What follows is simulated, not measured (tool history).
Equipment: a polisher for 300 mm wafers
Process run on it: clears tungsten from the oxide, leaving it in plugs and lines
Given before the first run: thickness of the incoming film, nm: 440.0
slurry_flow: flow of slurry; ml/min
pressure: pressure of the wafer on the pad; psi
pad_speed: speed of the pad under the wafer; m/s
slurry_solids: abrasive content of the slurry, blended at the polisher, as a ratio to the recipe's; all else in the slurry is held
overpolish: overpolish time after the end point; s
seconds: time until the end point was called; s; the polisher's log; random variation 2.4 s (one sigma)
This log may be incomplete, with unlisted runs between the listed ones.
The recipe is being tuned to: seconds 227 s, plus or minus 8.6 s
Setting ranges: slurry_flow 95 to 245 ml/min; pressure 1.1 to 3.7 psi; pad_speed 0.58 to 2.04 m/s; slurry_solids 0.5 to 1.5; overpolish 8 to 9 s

Run 1, hour 0: slurry_flow 155 ml/min, pressure 2.4 psi, pad_speed 1.3 m/s, slurry_solids 1, overpolish 9 s. Result: seconds 114.2 s.
Run 2, hour 8.5: slurry_flow 155 ml/min, pressure 2.2 psi, pad_speed 1.28 m/s, slurry_solids 1, overpolish 9 s. Result: seconds 127.18 s.
Run 3, hour 14.4: slurry_flow 155 ml/min, pressure 2.2 psi, pad_speed 1.14 m/s, slurry_solids 1, overpolish 9 s. Result: seconds 138.31 s.
Run 4, hour 21: slurry_flow 155 ml/min, pressure 2 psi, pad_speed 1.14 m/s, slurry_solids 1, overpolish 9 s. Result: seconds 151.38 s.
Run 5, hour 23.5: slurry_flow 155 ml/min, pressure 1.8 psi, pad_speed 1.14 m/s, slurry_solids 1, overpolish 9 s. Result: seconds 165.24 s.
Run 6, hour 25.8: slurry_flow 155 ml/min, pressure 1.7 psi, pad_speed 1.14 m/s, slurry_solids 1, overpolish 9 s. Result: seconds 172.72 s.
Run 7, hour 27.8: slurry_flow 155 ml/min, pressure 1.6 psi, pad_speed 1.14 m/s, slurry_solids 1, overpolish 9 s. Result: seconds 190.53 s.
Run 8, hour 32: slurry_flow 155 ml/min, pressure 1.5 psi, pad_speed 1.14 m/s, slurry_solids 1, overpolish 9 s. Result: seconds 197.45 s.
Run 9, hour 38.5: slurry_flow 150 ml/min, pressure 1.4 psi, pad_speed 1.14 m/s, slurry_solids 1, overpolish 9 s. Result: seconds 216.42 s.
Run 10, hour 41.6: slurry_flow 145 ml/min, pressure 1.4 psi, pad_speed 1.14 m/s, slurry_solids 1, overpolish 9 s. Result: seconds 214.49 s.
Run 11, hour 44.3: slurry_flow 140 ml/min, pressure 1.4 psi, pad_speed 1.14 m/s, slurry_solids 1, overpolish 9 s. Result: seconds 213.08 s.
Run 12, hour 48.6: slurry_flow 135 ml/min, pressure 1.4 psi, pad_speed 1.14 m/s, slurry_solids 1, overpolish 9 s. Result: seconds 213.66 s.

Pick the move, out of 5, that brings all results within their allowed miss; only one does.
Run A, hour 52.9: slurry_flow 105 ml/min, pressure 1.9 psi, pad_speed 0.68 m/s, slurry_solids 1.05, overpolish 9 s. Result: seconds ?.
Run B, hour 52.9: slurry_flow 140 ml/min, pressure 1.3 psi, pad_speed 1.04 m/s, slurry_solids 1, overpolish 9 s. Result: seconds ?.
Run C, hour 52.9: slurry_flow 120 ml/min, pressure 1.4 psi, pad_speed 0.9 m/s, slurry_solids 1.1, overpolish 8 s. Result: seconds ?.
Run D, hour 52.9: slurry_flow 95 ml/min, pressure 2.2 psi, pad_speed 0.66 m/s, slurry_solids 1.1, overpolish 9 s. Result: seconds ?.
Run E, hour 52.9: slurry_flow 110 ml/min, pressure 1.3 psi, pad_speed 1.4 m/s, slurry_solids 1, overpolish 8 s. Result: seconds ?.

move  seconds
   A   231.27
   B    246.7
   C   252.62
   D   206.57
   E   212.65
A: all results in spec
B: carries the result that was furthest off beyond its target, to the other side
C: carries the result that was furthest off beyond its target, to the other side
D: misses by more than the last run did
E: misses by more than the last run did
A is the move that brings every result within its allowed miss.
